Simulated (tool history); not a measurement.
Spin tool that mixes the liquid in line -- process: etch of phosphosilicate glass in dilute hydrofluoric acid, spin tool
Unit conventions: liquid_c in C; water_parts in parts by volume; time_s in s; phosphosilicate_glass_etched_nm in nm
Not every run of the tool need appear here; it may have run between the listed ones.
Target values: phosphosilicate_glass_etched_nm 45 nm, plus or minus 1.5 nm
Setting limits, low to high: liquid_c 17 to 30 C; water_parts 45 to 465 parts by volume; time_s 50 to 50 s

run  hour  liquid_c  water_parts  time_s  phosphosilicate_glass_etched_nm
  1     0        22          255      50                           22.958
  2   5.8        22          290      50                           19.665
  3   6.5      23.5          290      50                           20.554
  4    15      23.5          290      50                           20.249
  5    19      25.5          245      50                           27.247
  6    28        27          220      50                           32.885
  7  29.1        28          205      50                           37.865
  8  35.5      28.5          200      50                           39.519
  9  40.8      28.5          200      50                           38.885
 10  47.9        29          195      50                           41.038
 11  49.3      29.5          190      50                           43.223

Which single option among these 4 for the next run brings every result within its allowed miss of target? Just one does.
  A  50.7      29.5          195      50                                ?
  B  50.7        28          190      50                                ?
  C  50.7        30          205      50                                ?
  D  50.7        29          180      50                                ?

move  phosphosilicate_glass_etched_nm
   A                            41.67
   B                           40.809
   C                           39.841
   D                           45.178
A: further off than the last run
B: further off than the last run
C: further off than the last run
D: meets every target
D is the move that brings every result within its allowed miss.
